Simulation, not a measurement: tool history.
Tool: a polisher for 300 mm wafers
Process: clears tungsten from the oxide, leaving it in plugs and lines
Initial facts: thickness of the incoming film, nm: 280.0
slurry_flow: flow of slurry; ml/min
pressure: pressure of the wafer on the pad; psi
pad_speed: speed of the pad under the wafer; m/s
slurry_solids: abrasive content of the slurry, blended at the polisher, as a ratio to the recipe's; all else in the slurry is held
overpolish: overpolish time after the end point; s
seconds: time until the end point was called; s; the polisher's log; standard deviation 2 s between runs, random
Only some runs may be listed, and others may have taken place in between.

run  hour  slurry_flow  pressure  pad_speed  slurry_solids  overpolish  seconds
  1     0          215       2.3       1.38              1           5   69.975
  2   8.4          215       2.3       1.38              1           5   69.949
  3   9.8          215       2.3       1.38           0.85           5   72.623
  4    18          215         2       1.36           0.85           5    80.72
  5    21          215       1.8       1.34           0.85           5   84.457
  6  26.4          215       1.8       1.34           0.65           5   86.761

Run 7 is up next; what results do you expect?
  7  30.6          215       1.6        1.3           0.65           5        ?

seconds: 97.791 s
